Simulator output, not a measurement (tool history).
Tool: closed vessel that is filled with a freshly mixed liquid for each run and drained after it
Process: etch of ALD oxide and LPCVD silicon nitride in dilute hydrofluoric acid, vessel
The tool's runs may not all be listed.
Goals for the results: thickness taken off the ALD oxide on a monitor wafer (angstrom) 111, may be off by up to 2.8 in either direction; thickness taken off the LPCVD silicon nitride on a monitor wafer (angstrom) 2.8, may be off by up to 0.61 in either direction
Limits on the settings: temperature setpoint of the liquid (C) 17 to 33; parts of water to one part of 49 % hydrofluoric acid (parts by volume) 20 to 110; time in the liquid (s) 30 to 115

| run | hour | temperature setpoint of the liquid (C) | parts of water to one part of 49 % hydrofluoric acid (parts by volume) | time in the liquid (s) | thickness taken off the ALD oxide on a monitor wafer (angstrom) | thickness taken off the LPCVD silicon nitride on a monitor wafer (angstrom) |
|---|---|---|---|---|---|---|
| 1 | 0 | 25 | 60 | 60 | 231.16 | 6.0946 |
| 2 | 9.2 | 24 | 65 | 60 | 203.38 | 5.5186 |
| 3 | 15.4 | 21.5 | 65 | 60 | 181.01 | 4.856 |
| 4 | 18.8 | 21 | 65 | 60 | 181.38 | 4.1457 |
| 5 | 25.4 | 21 | 85 | 60 | 134.56 | 2.9086 |
| 6 | 27.1 | 23.5 | 85 | 60 | 150.36 | 4.046 |
| 7 | 28.9 | 23 | 85 | 60 | 146.77 | 3.8553 |
| 8 | 36.4 | 22.5 | 85 | 60 | 143 | 3.0684 |
| 9 | 38.1 | 21.5 | 90 | 55 | 118.3 | 2.9532 |
| 10 | 39.7 | 21 | 90 | 55 | 116.4 | 2.7505 |

Next run, 5 choices. One meets every target within its allowed miss, the rest don't. Which?
| A | 41.3 | 22.5 | 100 | 60 | ? | ? |
| B | 41.3 | 22 | 75 | 45 | ? | ? |
| C | 41.3 | 21 | 95 | 60 | ? | ? |
| D | 41.3 | 23.5 | 95 | 50 | ? | ? |
| E | 41.3 | 20.5 | 90 | 60 | ? | ? |

| move | thickness taken off the ALD oxide on a monitor wafer (angstrom) | thickness taken off the LPCVD silicon nitride on a monitor wafer (angstrom) |
|---|---|---|
| A | 119.95 | 3.1954 |
| B | 121.12 | 3.0734 |
| C | 119.52 | 3.0381 |
| D | 110.18 | 2.9933 |
| E | 124.31 | 3.0962 |
A: its largest miss is bigger than the last run's
B: its largest miss is bigger than the last run's
C: its largest miss is bigger than the last run's
D: all results land within tolerance of their targets
E: its largest miss is bigger than the last run's
Answer: D
